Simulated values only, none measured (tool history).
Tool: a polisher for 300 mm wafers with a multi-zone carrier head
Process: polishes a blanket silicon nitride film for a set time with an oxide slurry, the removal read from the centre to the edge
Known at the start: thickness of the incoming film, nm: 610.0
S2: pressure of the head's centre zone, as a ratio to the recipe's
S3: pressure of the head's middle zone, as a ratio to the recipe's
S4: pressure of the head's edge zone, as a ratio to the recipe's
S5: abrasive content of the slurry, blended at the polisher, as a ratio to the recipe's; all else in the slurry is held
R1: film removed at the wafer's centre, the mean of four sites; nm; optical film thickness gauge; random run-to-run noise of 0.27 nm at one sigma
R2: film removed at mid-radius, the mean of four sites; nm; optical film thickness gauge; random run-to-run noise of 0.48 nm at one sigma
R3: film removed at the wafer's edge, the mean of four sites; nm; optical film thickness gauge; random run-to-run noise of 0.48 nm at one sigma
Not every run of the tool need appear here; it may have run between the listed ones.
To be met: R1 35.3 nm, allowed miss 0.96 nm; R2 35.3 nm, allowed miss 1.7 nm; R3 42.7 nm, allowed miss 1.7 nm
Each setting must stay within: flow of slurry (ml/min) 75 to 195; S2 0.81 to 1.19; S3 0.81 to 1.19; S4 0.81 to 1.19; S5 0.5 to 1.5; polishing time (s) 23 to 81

run 1 hour=0 | flow_of_slurry_(ml/min)=125 S2=1 S3=1 S4=1 S5=1 polishing_time_(s)=52 | R1=42.896 R2=42.006 R3=43.446
run 2 hour=1.6 | flow_of_slurry_(ml/min)=110 S2=0.97 S3=0.97 S4=1.02 S5=1 polishing_time_(s)=52 | R1=40.011 R2=39.704 R3=41.581
run 3 hour=5.2 | flow_of_slurry_(ml/min)=110 S2=0.97 S3=1.02 S4=1.02 S5=1 polishing_time_(s)=52 | R1=39.779 R2=41.404 R3=42.221
run 4 hour=6.9 | flow_of_slurry_(ml/min)=110 S2=0.97 S3=1.02 S4=1.07 S5=1 polishing_time_(s)=52 | R1=40.011 R2=42.396 R3=42.804
run 5 hour=9.2 | flow_of_slurry_(ml/min)=110 S2=0.97 S3=1.02 S4=1.07 S5=1.2 polishing_time_(s)=52 | R1=43.85 R2=46.192 R3=47.918
run 6 hour=15.9 | flow_of_slurry_(ml/min)=135 S2=0.97 S3=1.02 S4=1.07 S5=1.2 polishing_time_(s)=52 | R1=46.798 R2=47.821 R3=49.887
run 7 hour=17.2 | flow_of_slurry_(ml/min)=120 S2=0.93 S3=0.95 S4=1.07 S5=1.2 polishing_time_(s)=52 | R1=43.503 R2=42.921 R3=49.148
run 8 hour=24 | flow_of_slurry_(ml/min)=110 S2=0.91 S3=0.93 S4=1.05 S5=1.15 polishing_time_(s)=52 | R1=39.699 R2=41.615 R3=45.12

Below are 5 possible settings for the next run. Only one of them brings all results inside the allowed miss of their targets. Which is it?
run A hour=30.8 | flow_of_slurry_(ml/min)=105 S2=0.88 S3=0.86 S4=1.1 S5=1.05 polishing_time_(s)=50 | R1=? R2=? R3=?
run B hour=30.8 | flow_of_slurry_(ml/min)=75 S2=0.81 S3=1.19 S4=0.82 S5=1.05 polishing_time_(s)=61 | R1=? R2=? R3=?
run C hour=30.8 | flow_of_slurry_(ml/min)=85 S2=0.9 S3=1.19 S4=0.85 S5=1.1 polishing_time_(s)=63 | R1=? R2=? R3=?
run D hour=30.8 | flow_of_slurry_(ml/min)=100 S2=0.98 S3=1.05 S4=0.91 S5=1.1 polishing_time_(s)=56 | R1=? R2=? R3=?
run E hour=30.8 | flow_of_slurry_(ml/min)=110 S2=0.9 S3=1.01 S4=1.01 S5=1.15 polishing_time_(s)=46 | R1=? R2=? R3=?

move=A R1=35.123 R2=35.171 R3=42.809
move=B R1=34.177 R2=49.779 R3=41.675
move=C R1=42.555 R2=55.378 R3=46.225
move=D R1=43.936 R2=46.833 R3=44.125
move=E R1=35.017 R2=39.11 R3=39.646
A: hits every target within its allowed miss
B: carries the result that was furthest off beyond its target, to the other side
C: moves away from the targets compared with the last run
D: moves away from the targets compared with the last run
E: brings the result that was furthest off to its target, and leaves another outside
The right move is A.
